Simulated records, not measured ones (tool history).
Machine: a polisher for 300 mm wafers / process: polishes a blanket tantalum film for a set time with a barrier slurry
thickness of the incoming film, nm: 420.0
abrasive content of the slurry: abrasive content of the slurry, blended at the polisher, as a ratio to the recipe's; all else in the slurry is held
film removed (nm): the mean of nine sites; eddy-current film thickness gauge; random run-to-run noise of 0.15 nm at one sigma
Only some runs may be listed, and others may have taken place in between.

| run | hour | flow of slurry (ml/min) | pressure of the wafer on the pad (kPa) | speed of the pad under the wafer (m/s) | abrasive content of the slurry | polishing time (s) | film removed (nm) |
|---|---|---|---|---|---|---|---|
| 1 | 0.0 | 285 | 17.2 | 0.86 | 1.0 | 37 | 54.263 |
| 2 | 5.5 | 280 | 15.2 | 0.82 | 1.0 | 37 | 46.823 |
| 3 | 13.2 | 280 | 13.8 | 0.78 | 1.0 | 37 | 41.801 |
| 4 | 21.6 | 280 | 13.8 | 0.58 | 1.0 | 37 | 31.310 |
| 5 | 22.6 | 280 | 13.8 | 0.58 | 0.9 | 37 | 30.552 |
| 6 | 26.0 | 280 | 13.1 | 0.58 | 0.9 | 37 | 29.429 |

For run 7, what comes out?
| 7 | 33.3 | 280 | 12.4 | 0.58 | 0.9 | 37 | ? |

Run 7 gave film removed (nm) 28.077.

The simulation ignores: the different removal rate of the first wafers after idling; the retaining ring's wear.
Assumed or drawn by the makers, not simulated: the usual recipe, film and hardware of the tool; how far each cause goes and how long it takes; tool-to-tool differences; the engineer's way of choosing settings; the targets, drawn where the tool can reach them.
